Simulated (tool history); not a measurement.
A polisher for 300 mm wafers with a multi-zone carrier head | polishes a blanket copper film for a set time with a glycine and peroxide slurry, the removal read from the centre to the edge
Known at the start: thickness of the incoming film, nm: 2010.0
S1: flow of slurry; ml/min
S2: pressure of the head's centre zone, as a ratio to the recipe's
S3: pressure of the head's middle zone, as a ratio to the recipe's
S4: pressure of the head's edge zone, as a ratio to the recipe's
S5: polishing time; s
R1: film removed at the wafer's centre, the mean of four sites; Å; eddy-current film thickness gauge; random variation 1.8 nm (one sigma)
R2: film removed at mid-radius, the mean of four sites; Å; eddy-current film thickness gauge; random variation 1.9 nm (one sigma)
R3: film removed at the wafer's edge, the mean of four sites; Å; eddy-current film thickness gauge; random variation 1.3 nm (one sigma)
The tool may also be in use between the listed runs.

{"run": 1, "hour": 0.0, "S1": 310, "S2": 1, "S3": 1, "S4": 1, "S5": 45, "R1": 2798.2, "R2": 2738, "R3": 2670.5}
{"run": 2, "hour": 7.9, "S1": 310, "S2": 1, "S3": 1.04, "S4": 1, "S5": 45, "R1": 2781.6, "R2": 2808.9, "R3": 2663.1}
{"run": 3, "hour": 12.7, "S1": 310, "S2": 1, "S3": 1.11, "S4": 1, "S5": 45, "R1": 2760.1, "R2": 2941.1, "R3": 2726.8}
{"run": 4, "hour": 17.5, "S1": 305, "S2": 0.97, "S3": 1.09, "S4": 0.98, "S5": 41, "R1": 2430.1, "R2": 2654, "R3": 2429.3}
{"run": 5, "hour": 19.3, "S1": 300, "S2": 0.95, "S3": 1.07, "S4": 0.97, "S5": 38, "R1": 2198.2, "R2": 2375.7, "R3": 2252.3}
{"run": 6, "hour": 22.6, "S1": 360, "S2": 0.95, "S3": 1.07, "S4": 0.97, "S5": 38, "R1": 2307.6, "R2": 2456.4, "R3": 2261.2}
{"run": 7, "hour": 25.4, "S1": 335, "S2": 0.85, "S3": 1.03, "S4": 0.87, "S5": 25, "R1": 1347, "R2": 1599.6, "R3": 1432}
{"run": 8, "hour": 31.8, "S1": 340, "S2": 0.85, "S3": 1.04, "S4": 0.88, "S5": 25, "R1": 1318.2, "R2": 1558.6, "R3": 1432.4}
{"run": 9, "hour": 33.4, "S1": 340, "S2": 0.86, "S3": 1.05, "S4": 0.89, "S5": 25, "R1": 1344.8, "R2": 1608.3, "R3": 1436.8}
{"run": 10, "hour": 37.7, "S1": 340, "S2": 0.87, "S3": 1.05, "S4": 0.91, "S5": 25, "R1": 1355.4, "R2": 1602.6, "R3": 1462.8}
{"run": 11, "hour": 44.0, "S1": 345, "S2": 0.88, "S3": 1.06, "S4": 0.92, "S5": 25, "R1": 1370.2, "R2": 1633.7, "R3": 1449.9}
{"run": 12, "hour": 46.4, "S1": 340, "S2": 0.88, "S3": 1.06, "S4": 0.93, "S5": 25, "R1": 1389.6, "R2": 1608.1, "R3": 1457.8}
{"run": 13, "hour": 50.6, "S1": 340, "S2": 0.88, "S3": 1.06, "S4": 0.94, "S5": 25, "R1": 1367.7, "R2": 1593.6, "R3": 1479.4}
{"run": 14, "hour": 57.3, "S1": 345, "S2": 0.88, "S3": 1.07, "S4": 0.95, "S5": 25, "R1": 1394.2, "R2": 1607.6, "R3": 1471.4}
{"run": 15, "hour": 62.2, "S1": 340, "S2": 0.88, "S3": 1.08, "S4": 0.95, "S5": 25, "R1": 1348.6, "R2": 1629.9, "R3": 1450}
{"run": 16, "hour": 66.2, "S1": 340, "S2": 0.88, "S3": 1.08, "S4": 0.96, "S5": 25, "R1": 1369.1, "R2": 1630, "R3": 1508.2}

Forecast run 17:
{"run": 17, "hour": 70.0, "S1": 345, "S2": 0.88, "S3": 1.08, "S4": 0.96, "S5": 25, "R1": "?", "R2": "?", "R3": "?"}

{"run 17": {"R1": 1399.5, "R2": 1621.4, "R3": 1476.4}}
